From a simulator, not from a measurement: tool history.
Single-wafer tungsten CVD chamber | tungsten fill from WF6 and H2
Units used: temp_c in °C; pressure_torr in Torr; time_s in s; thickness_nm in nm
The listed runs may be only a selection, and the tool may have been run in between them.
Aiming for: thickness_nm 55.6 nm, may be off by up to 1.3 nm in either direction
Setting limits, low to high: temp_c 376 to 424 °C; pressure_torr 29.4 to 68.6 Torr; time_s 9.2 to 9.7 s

run 1 day=0 | temp_c=400 pressure_torr=49 time_s=9.7 | thickness_nm=39.152
run 2 day=0.038 | temp_c=393 pressure_torr=49 time_s=9.7 | thickness_nm=33.927
run 3 day=0.354 | temp_c=393 pressure_torr=49 time_s=9.2 | thickness_nm=32.176
run 4 day=0.583 | temp_c=398 pressure_torr=49.2 time_s=9.2 | thickness_nm=35.949
run 5 day=0.729 | temp_c=403 pressure_torr=49.2 time_s=9.2 | thickness_nm=39.553
-- day=1 thermocouple changed; heater temperature recalibrated
run 6 day=1 | temp_c=403 pressure_torr=55.8 time_s=9.2 | thickness_nm=39.744
run 7 day=1.275 | temp_c=406 pressure_torr=56 time_s=9.2 | thickness_nm=42.237
run 8 day=1.512 | temp_c=409 pressure_torr=56.2 time_s=9.2 | thickness_nm=44.99
run 9 day=1.779 | temp_c=411 pressure_torr=56.4 time_s=9.2 | thickness_nm=46.507
run 10 day=2.071 | temp_c=413 pressure_torr=56.5 time_s=9.2 | thickness_nm=48.436
run 11 day=2.396 | temp_c=414 pressure_torr=56.6 time_s=9.2 | thickness_nm=49.651
run 12 day=2.738 | temp_c=415 pressure_torr=56.7 time_s=9.2 | thickness_nm=50.461
run 13 day=2.821 | temp_c=416 pressure_torr=56.8 time_s=9.2 | thickness_nm=51.392

Which of these 4 next moves meets every target?
run A day=2.904 | temp_c=410 pressure_torr=53.7 time_s=9.3 | thickness_nm=?
run B day=2.904 | temp_c=412 pressure_torr=55.5 time_s=9.5 | thickness_nm=?
run C day=2.904 | temp_c=415 pressure_torr=59.1 time_s=9.2 | thickness_nm=?
run D day=2.904 | temp_c=418 pressure_torr=54.9 time_s=9.7 | thickness_nm=?

move=A thickness_nm=45.637
move=B thickness_nm=49.038
move=C thickness_nm=51.484
move=D thickness_nm=55.586
A: lands further from the targets than the last run did
B: lands further from the targets than the last run did
C: roughly where the last run was
D: every result within its allowed miss
D meets every target.
